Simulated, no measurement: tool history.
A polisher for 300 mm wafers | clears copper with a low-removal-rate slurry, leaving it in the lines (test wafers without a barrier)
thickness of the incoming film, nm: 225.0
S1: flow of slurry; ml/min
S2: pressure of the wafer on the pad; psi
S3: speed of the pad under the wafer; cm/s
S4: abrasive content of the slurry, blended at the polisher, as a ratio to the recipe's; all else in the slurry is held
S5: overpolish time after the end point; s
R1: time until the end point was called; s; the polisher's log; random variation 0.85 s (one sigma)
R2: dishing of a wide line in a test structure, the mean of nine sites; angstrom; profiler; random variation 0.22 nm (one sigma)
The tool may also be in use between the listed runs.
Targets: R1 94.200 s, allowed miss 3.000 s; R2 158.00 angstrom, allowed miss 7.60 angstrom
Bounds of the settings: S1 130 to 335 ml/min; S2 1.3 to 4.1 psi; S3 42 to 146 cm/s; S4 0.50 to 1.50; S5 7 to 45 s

Run 1, hour 0.0: S1 215 ml/min, S2 2.7 psi, S3 94 cm/s, S4 1.00, S5 23 s. Result: R1 67.751 s, R2 482.10 angstrom.
Run 2, hour 7.5: S1 220 ml/min, S2 2.4 psi, S3 96 cm/s, S4 1.00, S5 19 s. Result: R1 74.288 s, R2 384.89 angstrom.
Run 3, hour 11.6: S1 230 ml/min, S2 2.1 psi, S3 98 cm/s, S4 1.00, S5 16 s. Result: R1 82.205 s, R2 298.78 angstrom.
Run 4, hour 15.0: S1 230 ml/min, S2 1.7 psi, S3 98 cm/s, S4 1.00, S5 16 s. Result: R1 100.340 s, R2 250.63 angstrom.
Run 5, hour 21.4: S1 230 ml/min, S2 1.3 psi, S3 98 cm/s, S4 1.00, S5 16 s. Result: R1 129.910 s, R2 195.14 angstrom.
Run 6, hour 25.2: S1 230 ml/min, S2 1.3 psi, S3 98 cm/s, S4 1.00, S5 16 s. Result: R1 129.300 s, R2 202.04 angstrom.
Run 7, hour 31.1: S1 255 ml/min, S2 1.3 psi, S3 102 cm/s, S4 0.95, S5 14 s. Result: R1 124.400 s, R2 182.66 angstrom.
Run 8, hour 37.8: S1 315 ml/min, S2 2.0 psi, S3 106 cm/s, S4 0.70, S5 7 s. Result: R1 81.960 s, R2 142.50 angstrom.
Run 9, hour 46.5: S1 300 ml/min, S2 1.9 psi, S3 106 cm/s, S4 0.70, S5 7 s. Result: R1 86.636 s, R2 131.28 angstrom.
Run 10, hour 53.6: S1 295 ml/min, S2 1.9 psi, S3 106 cm/s, S4 0.75, S5 7 s. Result: R1 87.695 s, R2 135.14 angstrom.
Run 11, hour 56.0: S1 280 ml/min, S2 1.9 psi, S3 106 cm/s, S4 0.80, S5 7 s. Result: R1 86.083 s, R2 139.83 angstrom.
Run 12, hour 59.3: S1 280 ml/min, S2 1.9 psi, S3 106 cm/s, S4 0.85, S5 7 s. Result: R1 84.810 s, R2 137.31 angstrom.
Run 13, hour 66.1: S1 265 ml/min, S2 1.9 psi, S3 106 cm/s, S4 0.85, S5 7 s. Result: R1 86.722 s, R2 135.95 angstrom.
Run 14, hour 69.9: S1 260 ml/min, S2 1.9 psi, S3 104 cm/s, S4 0.90, S5 7 s. Result: R1 87.264 s, R2 135.44 angstrom.
Run 15, hour 74.0: S1 245 ml/min, S2 1.7 psi, S3 104 cm/s, S4 0.90, S5 15 s. Result: R1 95.894 s, R2 243.86 angstrom.
Run 16, hour 77.7: S1 260 ml/min, S2 1.7 psi, S3 104 cm/s, S4 0.95, S5 14 s. Result: R1 94.048 s, R2 236.53 angstrom.
Run 17, hour 82.2: S1 250 ml/min, S2 1.8 psi, S3 104 cm/s, S4 0.90, S5 13 s. Result: R1 92.262 s, R2 229.43 angstrom.
Run 18, hour 88.8: S1 190 ml/min, S2 2.0 psi, S3 110 cm/s, S4 0.65, S5 7 s. Result: R1 85.374 s, R2 140.45 angstrom.

Which of these 5 next moves meets every target?
Run A, hour 95.4: S1 210 ml/min, S2 1.7 psi, S3 118 cm/s, S4 0.75, S5 7 s. Result: R1 ?, R2 ?.
Run B, hour 95.4: S1 170 ml/min, S2 1.6 psi, S3 144 cm/s, S4 0.75, S5 7 s. Result: R1 ?, R2 ?.
Run C, hour 95.4: S1 175 ml/min, S2 1.9 psi, S3 122 cm/s, S4 0.75, S5 7 s. Result: R1 ?, R2 ?.
Run D, hour 95.4: S1 240 ml/min, S2 1.9 psi, S3 98 cm/s, S4 0.85, S5 9 s. Result: R1 ?, R2 ?.
Run E, hour 95.4: S1 145 ml/min, S2 2.3 psi, S3 84 cm/s, S4 0.70, S5 8 s. Result: R1 ?, R2 ?.

move       R1      R2
   A   91.127  130.82
   B   81.930  144.16
   C   81.410  145.84
   D   94.371  160.55
   E  101.860  134.69
A: further off than the last run
B: further off than the last run
C: further off than the last run
D: meets every target
E: takes the result that was furthest off past its target
Move D is the one to make.
